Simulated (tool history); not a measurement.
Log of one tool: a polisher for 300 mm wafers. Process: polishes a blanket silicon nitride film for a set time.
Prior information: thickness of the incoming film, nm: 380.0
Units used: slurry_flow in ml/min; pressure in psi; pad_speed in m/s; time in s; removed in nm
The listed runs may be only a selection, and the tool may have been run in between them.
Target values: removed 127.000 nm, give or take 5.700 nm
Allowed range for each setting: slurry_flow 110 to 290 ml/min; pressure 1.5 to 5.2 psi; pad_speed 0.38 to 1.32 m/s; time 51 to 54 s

run	hour	slurry_flow	pressure	pad_speed	time	removed
1	0.0	185	3.3	0.84	51	80.889
2	7.7	205	3.3	0.84	51	81.485
3	8.9	205	3.3	0.76	51	74.518
4	14.9	170	3.3	0.76	51	72.671
5	20.5	170	3.9	0.76	51	85.355
6	25.2	170	4.7	0.76	51	103.950
7	33.3	170	4.8	0.78	51	108.140
8	33.9	170	4.9	0.80	51	113.050
9	42.7	170	5.0	0.80	51	114.570
10	46.5	170	5.0	0.82	51	117.640

Pick the move, out of 5, that brings all results within their allowed miss; only one does.
A	50.3	165	4.8	0.86	51	?
B	50.3	210	4.3	0.88	52	?
C	50.3	165	5.2	0.80	51	?
D	50.3	165	4.6	0.74	53	?
E	50.3	190	4.8	0.86	54	?

move	removed
A	116.380
B	112.160
C	118.800
D	102.870
E	125.720
A: lands further from the targets than the last run did
B: lands further from the targets than the last run did
C: better than the last run, though not everything is in spec
D: lands further from the targets than the last run did
E: in spec on every target
The right move is E.

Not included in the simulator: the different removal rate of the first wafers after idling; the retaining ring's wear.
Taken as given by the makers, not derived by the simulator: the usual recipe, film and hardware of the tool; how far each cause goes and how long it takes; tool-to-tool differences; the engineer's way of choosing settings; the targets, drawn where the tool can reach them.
